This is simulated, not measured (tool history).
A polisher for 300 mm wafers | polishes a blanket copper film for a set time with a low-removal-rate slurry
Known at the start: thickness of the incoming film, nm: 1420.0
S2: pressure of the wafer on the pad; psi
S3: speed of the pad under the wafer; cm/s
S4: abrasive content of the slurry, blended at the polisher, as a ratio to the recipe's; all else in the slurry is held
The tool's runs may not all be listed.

{"run": 1, "hour": 0.0, "flow of slurry (ml/min)": 315, "S2": 2.9, "S3": 88, "S4": 1, "polishing time (s)": 78, "film removed (nm)": 194.41}
{"run": 2, "hour": 8.3, "flow of slurry (ml/min)": 315, "S2": 3.3, "S3": 88, "S4": 1, "polishing time (s)": 78, "film removed (nm)": 214.06}
{"run": 3, "hour": 12.9, "flow of slurry (ml/min)": 315, "S2": 3, "S3": 86, "S4": 1, "polishing time (s)": 78, "film removed (nm)": 189.24}
{"run": 4, "hour": 15.7, "flow of slurry (ml/min)": 315, "S2": 3, "S3": 86, "S4": 0.85, "polishing time (s)": 78, "film removed (nm)": 185.85}
{"run": 5, "hour": 17.4, "flow of slurry (ml/min)": 315, "S2": 3, "S3": 86, "S4": 0.85, "polishing time (s)": 81, "film removed (nm)": 188.2}
{"run": 6, "hour": 26.2, "flow of slurry (ml/min)": 315, "S2": 3, "S3": 86, "S4": 0.85, "polishing time (s)": 81, "film removed (nm)": 195.46}

The next listed run, before its measurement:
{"run": 7, "hour": 34.6, "flow of slurry (ml/min)": 315, "S2": 2.8, "S3": 86, "S4": 0.85, "polishing time (s)": 81, "film removed (nm)": "?"}

Run 7 gave film removed (nm) 181.33.
